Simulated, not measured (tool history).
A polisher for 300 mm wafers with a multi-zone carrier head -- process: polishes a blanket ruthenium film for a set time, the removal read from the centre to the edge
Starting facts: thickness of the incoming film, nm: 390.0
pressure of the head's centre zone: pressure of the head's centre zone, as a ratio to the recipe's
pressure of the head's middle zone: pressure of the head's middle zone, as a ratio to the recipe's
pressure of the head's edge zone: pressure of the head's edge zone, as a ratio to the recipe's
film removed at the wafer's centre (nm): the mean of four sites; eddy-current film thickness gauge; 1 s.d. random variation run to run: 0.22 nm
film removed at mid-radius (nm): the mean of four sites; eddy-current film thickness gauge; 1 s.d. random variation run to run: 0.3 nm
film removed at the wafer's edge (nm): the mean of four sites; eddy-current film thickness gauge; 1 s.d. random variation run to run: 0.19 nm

run	hour	flow of slurry (ml/min)	pressure of the head's centre zone	pressure of the head's middle zone	pressure of the head's edge zone	polishing time (s)	film removed at the wafer's centre (nm)	film removed at mid-radius (nm)	film removed at the wafer's edge (nm)
1	0.0	135	1.00	1.00	1.00	33	24.494	24.512	24.336
2	7.8	145	1.00	1.00	1.03	33	24.761	24.871	24.879
3	9.8	165	1.00	1.00	1.03	33	25.847	26.175	25.267
4	15.4	170	1.00	0.99	1.05	33	25.922	25.884	25.769
5	17.8	175	1.00	0.99	1.07	33	25.934	25.905	25.933
6	24.6	175	1.00	0.99	1.07	40	31.375	31.546	31.348
7	25.5	165	1.00	0.98	1.06	40	30.516	30.854	31.413
8	33.9	160	1.00	0.98	1.05	40	30.834	30.603	30.751
9	40.5	155	1.00	0.98	1.05	40	30.715	30.749	30.518
10	44.0	150	1.00	0.97	1.05	40	30.592	29.487	30.817

Run 11 is up next; what results do you expect?
11	46.5	115	0.98	0.99	0.98	40	?	?	?

Run 11 measured film removed at the wafer's centre (nm) 27.861, film removed at mid-radius (nm) 28.404, film removed at the wafer's edge (nm) 28.147.
